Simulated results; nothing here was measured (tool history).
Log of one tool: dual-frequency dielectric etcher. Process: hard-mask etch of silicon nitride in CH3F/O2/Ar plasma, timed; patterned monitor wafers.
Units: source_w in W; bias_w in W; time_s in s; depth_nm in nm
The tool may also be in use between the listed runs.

Run 1, hour 0.0: source_w 410 W, bias_w 88 W, time_s 239.5 s. Result: depth_nm 189.68 nm.
Run 2, hour 4.3: source_w 410 W, bias_w 88 W, time_s 251.0 s. Result: depth_nm 199.54 nm.
Run 3, hour 7.1: source_w 410 W, bias_w 101 W, time_s 251.0 s. Result: depth_nm 214.23 nm.
Run 4, hour 13.0: source_w 380 W, bias_w 92 W, time_s 250.0 s. Result: depth_nm 198.21 nm.
Run 5, hour 13.7: source_w 380 W, bias_w 78 W, time_s 250.0 s. Result: depth_nm 181.03 nm.
Run 6, hour 18.9: source_w 350 W, bias_w 77 W, time_s 250.0 s. Result: depth_nm 175.23 nm.
Run 7, hour 26.1: source_w 330 W, bias_w 76 W, time_s 250.0 s. Result: depth_nm 171.30 nm.
Run 8, hour 32.6: source_w 310 W, bias_w 75 W, time_s 250.0 s. Result: depth_nm 167.46 nm.
Run 9, hour 41.5: source_w 300 W, bias_w 74 W, time_s 250.0 s. Result: depth_nm 163.96 nm.
Run 10, hour 45.9: source_w 290 W, bias_w 74 W, time_s 250.0 s. Result: depth_nm 162.81 nm.

The next listed run, before its measurement:
Run 11, hour 48.0: source_w 280 W, bias_w 74 W, time_s 250.0 s. Result: depth_nm ?.

depth_nm: 161.33 nm
